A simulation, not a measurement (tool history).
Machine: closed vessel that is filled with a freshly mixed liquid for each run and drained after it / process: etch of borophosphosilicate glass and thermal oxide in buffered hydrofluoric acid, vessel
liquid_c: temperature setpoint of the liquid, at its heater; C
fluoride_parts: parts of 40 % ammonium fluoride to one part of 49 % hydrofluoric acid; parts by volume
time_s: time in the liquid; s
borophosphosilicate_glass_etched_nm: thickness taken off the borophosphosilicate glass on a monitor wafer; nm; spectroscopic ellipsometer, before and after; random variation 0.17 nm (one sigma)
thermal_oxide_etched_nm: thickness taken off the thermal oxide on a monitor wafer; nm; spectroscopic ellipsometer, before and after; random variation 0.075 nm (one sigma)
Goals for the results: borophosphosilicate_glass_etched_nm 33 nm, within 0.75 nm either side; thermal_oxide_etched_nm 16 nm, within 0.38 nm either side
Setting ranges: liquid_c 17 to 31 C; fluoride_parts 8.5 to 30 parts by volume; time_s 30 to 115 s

run,day,liquid_c,fluoride_parts,time_s,borophosphosilicate_glass_etched_nm,thermal_oxide_etched_nm
1,0,23,23.5,60,61.107,29.633
2,0.042,25,23.5,60,67.431,32.992
3,0.258,23,25,60,58.067,28.39
4,0.462,21,25,60,52.324,25.29
5,0.646,21,25,80,68.866,33.831
6,0.858,19.5,25,80,64.248,30.798
7,1.108,18,30,50,31.717,15.387
# day 1.462: hydrofluoric acid flow meter replaced
8,1.462,18,30,50,34.709,17.07
9,1.708,17.5,29.5,50,34.538,16.709

Next run, 4 choices. One meets every target within its allowed miss, the rest don't. Which?
A,1.954,17,23,45,?,?
B,1.954,19,30,50,?,?
C,1.954,17,28,50,?,?
D,1.954,18.5,29,45,?,?

move,borophosphosilicate_glass_etched_nm,thermal_oxide_etched_nm
A,36.081,17.396
B,37.306,18.023
C,34.962,16.866
D,33.423,16.141
A: misses by more than the last run did
B: misses by more than the last run did
C: misses by more than the last run did
D: all results in spec
Correct choice: D, which meets every target
